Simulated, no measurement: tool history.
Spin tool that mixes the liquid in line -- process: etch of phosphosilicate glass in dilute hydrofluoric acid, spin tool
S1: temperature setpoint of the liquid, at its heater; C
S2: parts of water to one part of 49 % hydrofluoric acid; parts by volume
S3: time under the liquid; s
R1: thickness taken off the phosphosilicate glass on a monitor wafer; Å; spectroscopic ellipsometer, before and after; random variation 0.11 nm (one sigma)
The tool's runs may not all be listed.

{"run": 1, "hour": 0.0, "S1": 23, "S2": 175, "S3": 20, "R1": 69.012}
{"run": 2, "hour": 8.1, "S1": 24, "S2": 160, "S3": 20, "R1": 80.06}
{"run": 3, "hour": 9.1, "S1": 24, "S2": 160, "S3": 20, "R1": 80.441}
{"run": 4, "hour": 12.5, "S1": 25, "S2": 150, "S3": 20, "R1": 88.679}
{"run": 5, "hour": 20.8, "S1": 23, "S2": 150, "S3": 20, "R1": 82.797}
{"run": 6, "hour": 28.8, "S1": 24, "S2": 150, "S3": 20, "R1": 86.046}

Run 7, settings as shown, results not yet in. Your forecast:
{"run": 7, "hour": 36.5, "S1": 25, "S2": 140, "S3": 20, "R1": "?"}

Logged for run 7: R1 97.803 Å.
